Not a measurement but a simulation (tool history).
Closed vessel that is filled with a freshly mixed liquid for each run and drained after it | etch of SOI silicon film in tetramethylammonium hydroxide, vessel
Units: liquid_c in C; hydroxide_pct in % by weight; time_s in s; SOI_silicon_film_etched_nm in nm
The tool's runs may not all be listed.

{"run": 1, "hour": 0.0, "liquid_c": 62.0, "hydroxide_pct": 16.5, "time_s": 90, "SOI_silicon_film_etched_nm": 344.79}
{"run": 2, "hour": 2.4, "liquid_c": 57.5, "hydroxide_pct": 16.5, "time_s": 90, "SOI_silicon_film_etched_nm": 256.82}
{"run": 3, "hour": 3.8, "liquid_c": 58.5, "hydroxide_pct": 16.5, "time_s": 90, "SOI_silicon_film_etched_nm": 274.44}
{"run": 4, "hour": 5.0, "liquid_c": 59.5, "hydroxide_pct": 16.5, "time_s": 90, "SOI_silicon_film_etched_nm": 289.17}
{"run": 5, "hour": 8.9, "liquid_c": 54.0, "hydroxide_pct": 16.5, "time_s": 90, "SOI_silicon_film_etched_nm": 209.61}
{"run": 6, "hour": 15.7, "liquid_c": 54.0, "hydroxide_pct": 16.5, "time_s": 100, "SOI_silicon_film_etched_nm": 231.89}
{"run": 7, "hour": 22.0, "liquid_c": 55.5, "hydroxide_pct": 16.5, "time_s": 100, "SOI_silicon_film_etched_nm": 253.22}
{"run": 8, "hour": 30.0, "liquid_c": 56.5, "hydroxide_pct": 16.5, "time_s": 100, "SOI_silicon_film_etched_nm": 271.15}
{"run": 9, "hour": 36.8, "liquid_c": 57.5, "hydroxide_pct": 16.5, "time_s": 100, "SOI_silicon_film_etched_nm": 288.62}
{"run": 10, "hour": 45.2, "liquid_c": 58.5, "hydroxide_pct": 16.5, "time_s": 100, "SOI_silicon_film_etched_nm": 302.35}

Forecast run 11:
{"run": 11, "hour": 47.8, "liquid_c": 59.5, "hydroxide_pct": 16.5, "time_s": 100, "SOI_silicon_film_etched_nm": "?"}

Run 11 gave SOI_silicon_film_etched_nm 330.92 nm.
